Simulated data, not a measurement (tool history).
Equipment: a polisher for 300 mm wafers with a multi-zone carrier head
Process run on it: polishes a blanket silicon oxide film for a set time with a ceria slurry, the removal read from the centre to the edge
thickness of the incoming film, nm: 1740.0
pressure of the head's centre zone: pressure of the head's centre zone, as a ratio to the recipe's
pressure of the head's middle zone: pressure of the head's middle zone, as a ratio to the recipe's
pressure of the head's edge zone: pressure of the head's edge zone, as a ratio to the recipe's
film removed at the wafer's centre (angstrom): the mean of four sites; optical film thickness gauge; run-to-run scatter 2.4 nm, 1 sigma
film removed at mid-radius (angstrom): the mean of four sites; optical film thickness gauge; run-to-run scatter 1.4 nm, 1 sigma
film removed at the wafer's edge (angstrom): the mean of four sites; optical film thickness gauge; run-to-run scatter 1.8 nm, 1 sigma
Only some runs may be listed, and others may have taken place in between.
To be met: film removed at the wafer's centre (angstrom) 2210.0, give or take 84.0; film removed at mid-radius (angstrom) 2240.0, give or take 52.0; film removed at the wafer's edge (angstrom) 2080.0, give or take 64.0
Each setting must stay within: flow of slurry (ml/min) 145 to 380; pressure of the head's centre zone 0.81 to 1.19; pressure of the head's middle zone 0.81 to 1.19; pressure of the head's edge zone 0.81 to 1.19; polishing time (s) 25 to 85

run	hour	flow of slurry (ml/min)	pressure of the head's centre zone	pressure of the head's middle zone	pressure of the head's edge zone	polishing time (s)	film removed at the wafer's centre (angstrom)	film removed at mid-radius (angstrom)	film removed at the wafer's edge (angstrom)
1	0.0	245	1.00	1.00	1.00	55	1481.6	1606.4	1535.7
2	0.7	245	1.00	0.94	1.00	55	1439.4	1543.4	1537.2
3	9.5	245	1.00	0.94	1.05	55	1463.8	1532.0	1542.6
4	13.9	185	1.00	0.94	1.05	55	1388.3	1463.5	1514.3
5	20.4	185	1.00	0.86	1.05	55	1400.1	1372.3	1510.7
6	21.2	210	1.04	0.92	1.07	59	1577.4	1584.2	1667.8
7	24.1	280	1.14	1.02	1.11	69	2098.9	2108.4	2057.4
8	24.7	295	1.15	1.03	1.11	69	2134.2	2116.4	2030.3

Which of these 4 next moves meets every target?
A	25.3	290	1.16	0.99	1.12	72	?	?	?
B	25.3	295	1.13	1.00	1.15	67	?	?	?
C	25.3	315	1.17	1.03	1.12	66	?	?	?
D	25.3	365	1.18	1.09	1.14	68	?	?	?

move	film removed at the wafer's centre (angstrom)	film removed at mid-radius (angstrom)	film removed at the wafer's edge (angstrom)
A	2203.6	2134.9	2154.4
B	2005.3	2007.3	2034.7
C	2055.8	2040.7	1986.6
D	2167.3	2235.7	2084.9
A: closer than the last run, but not yet in spec
B: the biggest miss grows against the last run
C: the biggest miss grows against the last run
D: hits every target within its allowed miss
Go with D: it meets all targets.
